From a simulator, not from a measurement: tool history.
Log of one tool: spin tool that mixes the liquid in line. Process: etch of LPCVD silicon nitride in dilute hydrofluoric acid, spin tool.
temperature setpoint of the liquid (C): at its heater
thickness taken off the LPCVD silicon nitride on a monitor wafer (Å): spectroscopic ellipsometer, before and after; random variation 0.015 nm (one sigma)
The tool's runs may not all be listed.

run  hour  temperature setpoint of the liquid (C)  parts of water to one part of 49 % hydrofluoric acid (parts by volume)  time under the liquid (s)  thickness taken off the LPCVD silicon nitride on a monitor wafer (Å)
  1   0.0                                      22                                                                      65                         35                                                                2.2349
  2   6.5                                      22                                                                      55                         35                                                                2.4766
  3   8.8                                      22                                                                      65                         35                                                                2.1181
  4  10.2                                      22                                                                      65                         35                                                                2.1298
  5  11.7                                      23                                                                      60                         35                                                                2.5541
  6  12.8                                      23                                                                      60                         15                                                                1.1292
  7  21.2                                      22                                                                      55                         20                                                                1.5303
  8  28.0                                      23                                                                      65                         20                                                                1.3618

Run 9 comes next. What will it give?
  9  36.5                                      22                                                                      60                         20                                                                     ?

Run 9 gave thickness taken off the LPCVD silicon nitride on a monitor wafer (Å) 1.3808.
